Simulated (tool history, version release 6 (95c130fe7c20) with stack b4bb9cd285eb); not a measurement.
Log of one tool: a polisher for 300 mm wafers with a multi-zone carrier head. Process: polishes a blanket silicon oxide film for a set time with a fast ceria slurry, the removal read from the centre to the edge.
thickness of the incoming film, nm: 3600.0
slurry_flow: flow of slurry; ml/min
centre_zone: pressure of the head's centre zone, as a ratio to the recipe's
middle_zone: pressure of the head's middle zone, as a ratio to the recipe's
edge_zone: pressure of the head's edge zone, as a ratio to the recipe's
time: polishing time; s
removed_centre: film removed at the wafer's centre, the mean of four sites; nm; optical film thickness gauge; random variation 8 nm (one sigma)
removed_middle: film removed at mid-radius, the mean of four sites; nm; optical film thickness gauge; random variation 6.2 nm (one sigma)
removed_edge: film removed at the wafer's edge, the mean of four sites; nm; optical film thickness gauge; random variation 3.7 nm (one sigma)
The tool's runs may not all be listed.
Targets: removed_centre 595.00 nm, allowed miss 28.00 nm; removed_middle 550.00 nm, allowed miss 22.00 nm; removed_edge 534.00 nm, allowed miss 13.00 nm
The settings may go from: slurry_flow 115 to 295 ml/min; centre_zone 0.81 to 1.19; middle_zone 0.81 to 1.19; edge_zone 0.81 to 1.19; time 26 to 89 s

run	hour	slurry_flow	centre_zone	middle_zone	edge_zone	time	removed_centre	removed_middle	removed_edge
1	0.0	190	1.00	1.00	1.00	57	821.86	783.88	800.55
2	5.6	215	1.00	1.00	1.00	57	825.79	800.97	799.56
3	7.2	215	1.00	1.00	0.97	57	818.59	779.50	800.72
4	14.8	215	1.07	1.00	0.97	57	880.58	785.92	806.59
5	20.2	215	1.07	1.05	0.97	57	871.20	824.11	807.22
6	25.8	215	1.07	1.05	0.95	53	836.02	761.68	738.42
7	32.9	210	1.04	1.04	0.93	50	740.07	708.45	688.14
8	41.5	210	1.04	1.04	0.91	48	709.60	694.58	652.79
9	45.0	205	1.04	1.02	0.89	46	687.45	651.13	617.07
10	53.0	200	1.03	1.00	0.87	45	655.14	613.63	595.69
11	61.0	195	1.03	1.00	0.86	44	635.31	609.22	580.52

Which of these 4 next moves meets every target?
A	69.0	200	1.09	1.06	0.87	38	?	?	?
B	69.0	180	1.07	1.03	0.84	40	?	?	?
C	69.0	200	1.11	0.87	1.00	44	?	?	?
D	69.0	155	1.04	1.00	0.85	42	?	?	?

move	removed_centre	removed_middle	removed_edge
A	599.22	544.85	502.61
B	609.81	552.39	515.92
C	705.72	534.41	622.65
D	607.95	554.33	536.73
A: takes the result that was furthest off past its target
B: takes the result that was furthest off past its target
C: further off than the last run
D: meets every target
Move D is the one to make.

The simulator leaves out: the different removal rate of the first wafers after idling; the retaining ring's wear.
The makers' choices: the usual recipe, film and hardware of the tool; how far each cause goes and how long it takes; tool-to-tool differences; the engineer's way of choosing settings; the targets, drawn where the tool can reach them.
